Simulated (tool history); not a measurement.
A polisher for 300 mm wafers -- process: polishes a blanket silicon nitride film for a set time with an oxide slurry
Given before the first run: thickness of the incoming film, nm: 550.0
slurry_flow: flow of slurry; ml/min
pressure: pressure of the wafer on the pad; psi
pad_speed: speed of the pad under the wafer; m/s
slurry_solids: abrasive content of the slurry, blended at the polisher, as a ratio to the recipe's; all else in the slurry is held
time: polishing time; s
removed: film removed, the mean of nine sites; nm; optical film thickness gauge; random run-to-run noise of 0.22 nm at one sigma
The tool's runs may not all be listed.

run  hour  slurry_flow  pressure  pad_speed  slurry_solids  time  removed
  1     0          205       4.1       1.42              1    36   31.742
  2   6.7          205       3.9       1.42              1    36   29.966
  3  13.6          205       3.9       1.42              1    36    30.42
  4  16.3          205       3.7       1.42              1    36    28.42
  5    19          205       3.6       1.42              1    36   28.686
  6  27.4          230       3.6       1.42              1    36   28.769

The next listed run, before its measurement:
  7  32.1          225       3.5       1.42              1    36        ?

{"run 7": {"removed": 27.961}}

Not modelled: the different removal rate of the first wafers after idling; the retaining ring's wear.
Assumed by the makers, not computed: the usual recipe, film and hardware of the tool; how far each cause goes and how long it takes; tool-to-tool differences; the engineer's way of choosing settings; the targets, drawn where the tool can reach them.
